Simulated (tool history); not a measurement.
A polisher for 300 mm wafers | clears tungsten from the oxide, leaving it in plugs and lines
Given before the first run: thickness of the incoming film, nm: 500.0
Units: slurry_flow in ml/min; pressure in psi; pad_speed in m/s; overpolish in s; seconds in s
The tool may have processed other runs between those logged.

run    day  slurry_flow  pressure  pad_speed  slurry_solids  overpolish  seconds
  1  0.000          125       2.9       0.98            1.0          32   157.94
  2  0.138          125       2.2       0.98            1.0          32   200.76
  3  0.204          125       2.7       1.00            1.0          32   163.38
  4  0.442          125       2.7       0.76            1.0          32   213.52
  5  0.758          105       2.7       0.76            1.0          32   222.40
  6  0.933          105       2.1       0.76            1.0          32   285.52
  7  1.288          115       2.8       0.78            1.0          32   203.50
  8  1.312          120       3.3       0.80            1.0          32   165.89

Run 9 has not been measured yet. What should we expect?
  9  1.592          125       4.1       0.90            1.0          32        ?

Logged for run 9: seconds 119.15 s.
